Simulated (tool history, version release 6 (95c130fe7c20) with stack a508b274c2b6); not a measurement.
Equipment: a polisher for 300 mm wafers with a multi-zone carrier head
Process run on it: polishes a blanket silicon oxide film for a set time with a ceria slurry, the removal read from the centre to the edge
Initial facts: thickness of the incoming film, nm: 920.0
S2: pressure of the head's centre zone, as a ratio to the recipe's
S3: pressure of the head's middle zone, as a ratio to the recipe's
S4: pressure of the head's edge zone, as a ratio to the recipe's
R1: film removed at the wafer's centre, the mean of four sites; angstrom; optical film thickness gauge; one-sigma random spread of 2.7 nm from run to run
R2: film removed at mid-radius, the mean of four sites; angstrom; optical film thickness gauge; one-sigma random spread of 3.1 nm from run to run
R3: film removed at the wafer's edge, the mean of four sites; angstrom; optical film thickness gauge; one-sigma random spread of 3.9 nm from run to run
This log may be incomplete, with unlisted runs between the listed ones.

{"run": 1, "hour": 0.0, "flow of slurry (ml/min)": 295, "S2": 1.0, "S3": 1.0, "S4": 1.0, "polishing time (s)": 69, "R1": 3162.9, "R2": 3070.5, "R3": 3116.6}
{"run": 2, "hour": 1.3, "flow of slurry (ml/min)": 295, "S2": 0.95, "S3": 1.0, "S4": 1.0, "polishing time (s)": 69, "R1": 2994.4, "R2": 3050.1, "R3": 3080.2}
{"run": 3, "hour": 8.6, "flow of slurry (ml/min)": 295, "S2": 0.95, "S3": 0.93, "S4": 1.0, "polishing time (s)": 69, "R1": 2960.6, "R2": 2893.6, "R3": 3028.9}
{"run": 4, "hour": 16.4, "flow of slurry (ml/min)": 295, "S2": 0.95, "S3": 0.93, "S4": 1.0, "polishing time (s)": 77, "R1": 3288.0, "R2": 3214.4, "R3": 3520.9}
{"run": 5, "hour": 22.9, "flow of slurry (ml/min)": 295, "S2": 0.95, "S3": 0.93, "S4": 1.07, "polishing time (s)": 77, "R1": 3352.9, "R2": 3214.3, "R3": 3547.4}
{"run": 6, "hour": 26.4, "flow of slurry (ml/min)": 255, "S2": 0.95, "S3": 0.93, "S4": 1.07, "polishing time (s)": 77, "R1": 3229.6, "R2": 3197.1, "R3": 3447.9}
{"run": 7, "hour": 31.1, "flow of slurry (ml/min)": 255, "S2": 0.95, "S3": 0.93, "S4": 1.07, "polishing time (s)": 77, "R1": 3256.3, "R2": 3227.8, "R3": 3471.9}

Estimate the outcome of run 8 from the log above:
{"run": 8, "hour": 37.6, "flow of slurry (ml/min)": 245, "S2": 0.92, "S3": 0.96, "S4": 1.07, "polishing time (s)": 78, "R1": "?", "R2": "?", "R3": "?"}

{"run 8": {"R1": 3231.9, "R2": 3372.9, "R3": 3474.4}}
